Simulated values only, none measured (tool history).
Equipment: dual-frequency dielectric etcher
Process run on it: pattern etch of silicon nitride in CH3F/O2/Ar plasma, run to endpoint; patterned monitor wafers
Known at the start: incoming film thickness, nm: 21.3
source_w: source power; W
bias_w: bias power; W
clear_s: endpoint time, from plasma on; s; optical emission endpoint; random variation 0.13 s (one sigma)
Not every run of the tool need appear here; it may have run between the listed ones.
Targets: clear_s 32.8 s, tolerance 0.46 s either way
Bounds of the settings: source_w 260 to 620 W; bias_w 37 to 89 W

| run | day | source_w | bias_w | clear_s |
|---|---|---|---|---|
| 1 | 0 | 440 | 63 | 28.352 |
| 2 | 0.15 | 470 | 63 | 27.743 |
| 3 | 0.283 | 410 | 62 | 29.114 |
| 4 | 0.6 | 370 | 61 | 30.392 |
| 5 | 0.683 | 370 | 69 | 29.594 |
| 6 | 0.758 | 340 | 68 | 30.669 |
| 7 | 1.112 | 320 | 68 | 31.3 |
| 8 | 1.196 | 310 | 68 | 31.598 |
| 9 | 1.333 | 260 | 67 | 33.577 |
| 10 | 1.683 | 270 | 67 | 33.215 |

Consider the 5 candidate settings below. Which is the only one whose results all fall within their allowed miss of target?
| A | 2.033 | 290 | 54 | ? |
| B | 2.033 | 300 | 62 | ? |
| C | 2.033 | 290 | 72 | ? |
| D | 2.033 | 270 | 62 | ? |
| E | 2.033 | 280 | 59 | ? |

| move | clear_s |
|---|---|
| A | 34.269 |
| B | 32.865 |
| C | 32.121 |
| D | 34.095 |
| E | 34.04 |
A: the biggest miss grows against the last run
B: meets every target
C: takes the result that was furthest off past its target
D: the biggest miss grows against the last run
E: the biggest miss grows against the last run
Correct choice: B, which meets every target

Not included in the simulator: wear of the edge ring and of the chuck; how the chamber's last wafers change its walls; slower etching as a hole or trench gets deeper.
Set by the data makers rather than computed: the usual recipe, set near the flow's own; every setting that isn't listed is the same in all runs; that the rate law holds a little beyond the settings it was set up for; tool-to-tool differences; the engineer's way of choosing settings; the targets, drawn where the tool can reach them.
